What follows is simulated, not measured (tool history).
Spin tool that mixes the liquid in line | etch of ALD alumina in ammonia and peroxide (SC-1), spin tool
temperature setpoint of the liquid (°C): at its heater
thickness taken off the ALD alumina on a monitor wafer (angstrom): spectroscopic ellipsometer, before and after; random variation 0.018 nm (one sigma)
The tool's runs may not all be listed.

run  hour  temperature setpoint of the liquid (°C)  parts of 29 % ammonia solution to one part of 30 % peroxide (parts by volume)  time under the liquid (s)  thickness taken off the ALD alumina on a monitor wafer (angstrom)
  1   0.0                                     48.0                                                                            0.6                         25                                                             10.953
  2   5.9                                     50.5                                                                            0.6                         25                                                             12.284
  3   7.7                                     54.0                                                                            0.6                         25                                                             15.176
  4   9.1                                     56.0                                                                            0.6                         25                                                             16.599
  5  13.3                                     57.5                                                                            0.6                         25                                                             18.263
  6  19.1                                     53.5                                                                            0.6                         25                                                             14.529
  7  23.3                                     56.0                                                                            0.6                         25                                                             16.914

Run 8 comes next. What will it give?
  8  26.1                                     57.5                                                                            0.6                         25                                                                  ?

thickness taken off the ALD alumina on a monitor wafer (angstrom): 18.241
